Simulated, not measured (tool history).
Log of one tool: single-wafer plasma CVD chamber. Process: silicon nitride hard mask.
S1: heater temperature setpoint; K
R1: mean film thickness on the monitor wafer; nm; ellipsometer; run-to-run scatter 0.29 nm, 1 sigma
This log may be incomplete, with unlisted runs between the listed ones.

{"run": 1, "hour": 0.0, "S1": 683.15, "chamber pressure (Torr)": 1.34, "RF power (W)": 405, "deposition time (s)": 41.2, "R1": 50.44}
{"run": 2, "hour": 6.6, "S1": 683.15, "chamber pressure (Torr)": 1.34, "RF power (W)": 455, "deposition time (s)": 41.2, "R1": 52.885}
{"run": 3, "hour": 10.8, "S1": 683.15, "chamber pressure (Torr)": 1.42, "RF power (W)": 460, "deposition time (s)": 41.2, "R1": 54.644}
{"run": 4, "hour": 14.7, "S1": 683.15, "chamber pressure (Torr)": 1.42, "RF power (W)": 460, "deposition time (s)": 39.3, "R1": 51.756}
{"run": 5, "hour": 18.4, "S1": 683.15, "chamber pressure (Torr)": 1.42, "RF power (W)": 480, "deposition time (s)": 39.3, "R1": 52.776}
{"run": 6, "hour": 20.7, "S1": 674.15, "chamber pressure (Torr)": 1.42, "RF power (W)": 480, "deposition time (s)": 39.3, "R1": 53.159}
{"run": 7, "hour": 24.5, "S1": 674.15, "chamber pressure (Torr)": 1.48, "RF power (W)": 485, "deposition time (s)": 39.3, "R1": 54.235}
{"run": 8, "hour": 25.5, "S1": 674.15, "chamber pressure (Torr)": 1.54, "RF power (W)": 490, "deposition time (s)": 39.3, "R1": 55.01}
{"run": 9, "hour": 26.6, "S1": 674.15, "chamber pressure (Torr)": 1.58, "RF power (W)": 495, "deposition time (s)": 39.3, "R1": 55.45}
{"run": 10, "hour": 33.3, "S1": 674.15, "chamber pressure (Torr)": 1.61, "RF power (W)": 500, "deposition time (s)": 39.4, "R1": 56.273}
{"run": 11, "hour": 35.4, "S1": 674.15, "chamber pressure (Torr)": 1.64, "RF power (W)": 505, "deposition time (s)": 39.4, "R1": 56.661}
{"run": 12, "hour": 39.7, "S1": 674.15, "chamber pressure (Torr)": 1.67, "RF power (W)": 510, "deposition time (s)": 39.4, "R1": 57.844}
{"run": 13, "hour": 44.1, "S1": 674.15, "chamber pressure (Torr)": 1.7, "RF power (W)": 510, "deposition time (s)": 39.4, "R1": 57.534}

Run 14 is up next; what results do you expect?
{"run": 14, "hour": 45.1, "S1": 674.15, "chamber pressure (Torr)": 1.72, "RF power (W)": 515, "deposition time (s)": 39.4, "R1": "?"}

Run 14 came out at R1 58.357 nm.
